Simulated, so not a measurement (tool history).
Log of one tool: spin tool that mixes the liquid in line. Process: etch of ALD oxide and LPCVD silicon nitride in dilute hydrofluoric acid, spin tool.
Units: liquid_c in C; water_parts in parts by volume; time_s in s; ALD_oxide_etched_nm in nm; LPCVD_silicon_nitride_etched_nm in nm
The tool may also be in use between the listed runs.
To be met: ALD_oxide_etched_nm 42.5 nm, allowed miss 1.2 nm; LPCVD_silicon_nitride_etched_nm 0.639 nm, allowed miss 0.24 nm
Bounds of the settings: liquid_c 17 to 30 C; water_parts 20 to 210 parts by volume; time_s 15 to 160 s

| run | hour | liquid_c | water_parts | time_s | ALD_oxide_etched_nm | LPCVD_silicon_nitride_etched_nm |
|---|---|---|---|---|---|---|
| 1 | 0 | 22 | 115 | 80 | 22.064 | 0.31062 |
| 2 | 1.3 | 24 | 105 | 80 | 26.825 | 0.47655 |
| 3 | 2.3 | 24.5 | 95 | 80 | 30.867 | 0.49213 |
| 4 | 5.8 | 24.5 | 75 | 80 | 39.945 | 0.63488 |
| 5 | 12 | 24.5 | 35 | 80 | 90.158 | 1.2628 |
| 6 | 18.2 | 26.5 | 35 | 80 | 98.607 | 1.3832 |
| 7 | 22.4 | 24 | 40 | 80 | 77.377 | 1.2007 |
| 8 | 29 | 22.5 | 45 | 80 | 63.128 | 0.93574 |
| 9 | 36.7 | 21 | 45 | 80 | 60.979 | 0.88375 |
| 10 | 40.9 | 20 | 50 | 80 | 52.533 | 0.68813 |
|  | 44.3 | thermometer replaced |
| 11 | 44.3 | 19.5 | 50 | 80 | 47.013 | 0.61153 |
| 12 | 46.6 | 19.5 | 50 | 80 | 47.68 | 0.58745 |
| 13 | 50 | 19 | 50 | 80 | 46.955 | 0.70514 |
| 14 | 58 | 18.5 | 50 | 80 | 45.538 | 0.57809 |
| 15 | 65.5 | 18 | 50 | 80 | 44.503 | 0.63036 |

4 next moves are on the table. One of them brings every result within its allowed miss. Which?
| A | 73 | 17 | 35 | 60 | ? | ? |
| B | 73 | 19 | 70 | 110 | ? | ? |
| C | 73 | 24 | 70 | 85 | ? | ? |
| D | 73 | 26.5 | 120 | 155 | ? | ? |

| move | ALD_oxide_etched_nm | LPCVD_silicon_nitride_etched_nm |
|---|---|---|
| A | 46.692 | 0.5524 |
| B | 44.833 | 0.5957 |
| C | 42.606 | 0.64708 |
| D | 46.914 | 0.81504 |
A: further off than the last run
B: further off than the last run
C: meets every target
D: further off than the last run
Answer: C
